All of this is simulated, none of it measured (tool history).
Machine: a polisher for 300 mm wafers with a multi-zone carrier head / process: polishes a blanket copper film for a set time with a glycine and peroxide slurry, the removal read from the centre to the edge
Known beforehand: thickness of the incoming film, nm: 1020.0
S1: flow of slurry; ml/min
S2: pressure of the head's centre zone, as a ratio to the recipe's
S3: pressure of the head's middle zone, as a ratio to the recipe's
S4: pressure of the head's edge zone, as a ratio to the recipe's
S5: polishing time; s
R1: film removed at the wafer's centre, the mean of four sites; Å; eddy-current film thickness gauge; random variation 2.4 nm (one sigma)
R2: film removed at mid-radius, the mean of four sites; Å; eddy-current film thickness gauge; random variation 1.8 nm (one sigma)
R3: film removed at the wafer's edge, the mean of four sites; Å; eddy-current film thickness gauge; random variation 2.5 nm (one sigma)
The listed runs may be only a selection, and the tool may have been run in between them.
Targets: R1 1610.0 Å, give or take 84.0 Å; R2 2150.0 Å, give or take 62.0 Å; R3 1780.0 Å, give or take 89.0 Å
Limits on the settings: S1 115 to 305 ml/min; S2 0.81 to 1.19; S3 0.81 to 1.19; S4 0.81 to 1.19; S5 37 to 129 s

run,hour,S1,S2,S3,S4,S5,R1,R2,R3
1,0.0,195,1.00,1.00,1.00,83,2915.6,3090.2,2933.4
2,1.3,190,0.98,1.01,0.98,79,2704.5,2917.3,2795.8
3,5.9,190,0.98,1.01,0.98,97,3252.1,3617.3,3442.2
4,12.8,190,0.97,1.03,0.97,91,3179.2,3425.4,3294.9
5,21.1,190,0.97,1.11,0.97,91,3111.8,3619.1,3219.1
6,22.4,190,1.05,1.11,0.97,91,3350.0,3580.6,3254.5
7,30.3,190,1.02,1.12,0.97,85,2997.1,3470.3,3018.9
8,32.8,190,1.01,1.12,0.97,80,2833.6,3223.2,2847.9
9,37.1,190,0.99,1.12,0.97,75,2564.2,3051.5,2650.1
10,44.2,190,0.98,1.12,0.96,71,2463.2,2831.7,2496.9
11,46.4,190,0.96,1.13,0.95,68,2272.5,2774.5,2424.1
12,48.0,190,0.96,1.14,0.94,65,2154.5,2671.0,2279.3
13,51.0,190,0.96,1.14,0.94,65,2158.2,2671.0,2237.3
14,56.7,185,0.94,1.13,0.93,64,2102.5,2612.7,2251.8
15,64.8,190,0.93,1.13,0.92,62,2024.1,2523.8,2064.0
16,66.6,190,0.93,1.13,0.92,62,2044.2,2548.3,2141.2
17,72.3,190,0.93,1.13,0.92,62,2004.5,2529.3,2105.5
18,77.3,185,0.92,1.12,0.91,61,1928.8,2455.1,2067.1
19,78.6,185,0.91,1.11,0.90,61,1963.7,2457.9,2103.8
20,80.4,185,0.90,1.11,0.90,60,1891.9,2420.0,1967.8
21,84.6,180,0.89,1.10,0.90,60,1864.9,2372.5,2051.3
22,89.2,180,0.88,1.10,0.89,59,1842.0,2316.5,2031.2
23,90.4,180,0.87,1.10,0.89,58,1806.0,2330.5,1978.6
24,94.6,180,0.87,1.10,0.89,58,1788.7,2286.4,1993.3
25,103.0,180,0.87,1.10,0.88,57,1752.2,2260.0,1912.2
26,111.5,180,0.86,1.10,0.87,57,1679.1,2278.6,1913.5
27,114.2,180,0.86,1.10,0.86,57,1700.4,2297.8,1860.6
28,123.2,175,0.86,1.10,0.86,57,1680.2,2241.9,1894.0

Next run, 4 choices. One meets every target within its allowed miss, the rest don't. Which?
A,132.2,285,0.92,1.14,0.81,53,?,?,?
B,132.2,115,0.84,0.98,0.91,61,?,?,?
C,132.2,195,0.86,1.11,0.87,53,?,?,?
D,132.2,215,0.97,1.13,0.91,52,?,?,?

move,R1,R2,R3
A,1845.3,2332.2,1809.2
B,1609.5,1999.8,1953.6
C,1625.7,2159.1,1794.7
D,1825.9,2184.0,1817.7
A: the biggest miss grows against the last run
B: the result that was furthest off in the last run now lies on the other side of its target
C: in spec on every target
D: corrects the largest miss of the last run, while another result sits out of spec
Correct choice: C, which meets every target
